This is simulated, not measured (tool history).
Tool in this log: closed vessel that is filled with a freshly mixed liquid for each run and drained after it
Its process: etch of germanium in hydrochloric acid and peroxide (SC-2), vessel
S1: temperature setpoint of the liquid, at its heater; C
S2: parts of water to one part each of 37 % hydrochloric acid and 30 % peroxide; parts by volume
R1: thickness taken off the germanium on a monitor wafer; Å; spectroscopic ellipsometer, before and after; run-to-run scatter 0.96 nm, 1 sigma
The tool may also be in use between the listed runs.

Run 1, day 0: S1 57 C, S2 11.5 parts by volume, time in the liquid (s) 85. Result: R1 2065.4 Å.
Run 2, day 0.142: S1 57 C, S2 15.5 parts by volume, time in the liquid (s) 85. Result: R1 2009 Å.
Run 3, day 0.354: S1 57 C, S2 17 parts by volume, time in the liquid (s) 85. Result: R1 1979.8 Å.
Run 4, day 0.646: S1 52 C, S2 17 parts by volume, time in the liquid (s) 85. Result: R1 1679.1 Å.
Run 5, day 0.846: S1 52 C, S2 14.5 parts by volume, time in the liquid (s) 85. Result: R1 1722.8 Å.
Run 6, day 0.892: S1 52 C, S2 11.5 parts by volume, time in the liquid (s) 85. Result: R1 1806.3 Å.

Run 7 comes next. What will it give?
Run 7, day 1.121: S1 51 C, S2 11.5 parts by volume, time in the liquid (s) 85. Result: R1 ?.

{"run 7": {"R1": 1726.2}}
